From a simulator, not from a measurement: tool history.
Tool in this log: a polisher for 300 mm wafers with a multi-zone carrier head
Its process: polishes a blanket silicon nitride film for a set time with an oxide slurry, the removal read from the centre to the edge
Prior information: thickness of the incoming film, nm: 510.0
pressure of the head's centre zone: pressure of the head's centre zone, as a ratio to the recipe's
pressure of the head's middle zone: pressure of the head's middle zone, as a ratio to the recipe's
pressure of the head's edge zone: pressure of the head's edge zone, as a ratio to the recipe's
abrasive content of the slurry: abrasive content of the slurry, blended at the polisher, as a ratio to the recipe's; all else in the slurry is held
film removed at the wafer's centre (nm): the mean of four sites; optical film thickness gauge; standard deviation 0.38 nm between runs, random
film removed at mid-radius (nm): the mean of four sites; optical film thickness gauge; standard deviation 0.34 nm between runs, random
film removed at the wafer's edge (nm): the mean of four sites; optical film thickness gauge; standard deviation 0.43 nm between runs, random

run  hour  flow of slurry (ml/min)  pressure of the head's centre zone  pressure of the head's middle zone  pressure of the head's edge zone  abrasive content of the slurry  polishing time (s)  film removed at the wafer's centre (nm)  film removed at mid-radius (nm)  film removed at the wafer's edge (nm)
  1   0.0                      175                                1.00                                1.00                              1.00                             1.0                  65                                   63.993                           62.887                                 61.309
  2   0.8                      165                                1.00                                0.96                              0.99                             0.9                  65                                   58.966                           55.857                                 55.246
  3   8.5                      165                                1.00                                0.96                              0.99                             0.9                  52                                   46.817                           44.401                                 45.031
  4  15.6                      165                                1.00                                0.96                              0.99                             0.9                  45                                   41.316                           37.895                                 38.845
  5  24.7                      165                                1.00                                0.96                              1.06                             0.9                  45                                   40.964                           38.309                                 40.311
  6  31.2                      165                                1.00                                0.96                              1.13                             0.9                  45                                   41.057                           38.406                                 41.676
  7  33.3                      175                                1.01                                0.95                              1.14                             0.9                  45                                   41.421                           38.215                                 42.084

What does the tool deliver on the next run?
  8  38.9                      185                                1.02                                0.94                              1.15                             0.9                  45                                        ?                                ?                                      ?

{"run 8": {"film removed at the wafer's centre (nm)": 43.365, "film removed at mid-radius (nm)": 38.813, "film removed at the wafer's edge (nm)": 42.681}}

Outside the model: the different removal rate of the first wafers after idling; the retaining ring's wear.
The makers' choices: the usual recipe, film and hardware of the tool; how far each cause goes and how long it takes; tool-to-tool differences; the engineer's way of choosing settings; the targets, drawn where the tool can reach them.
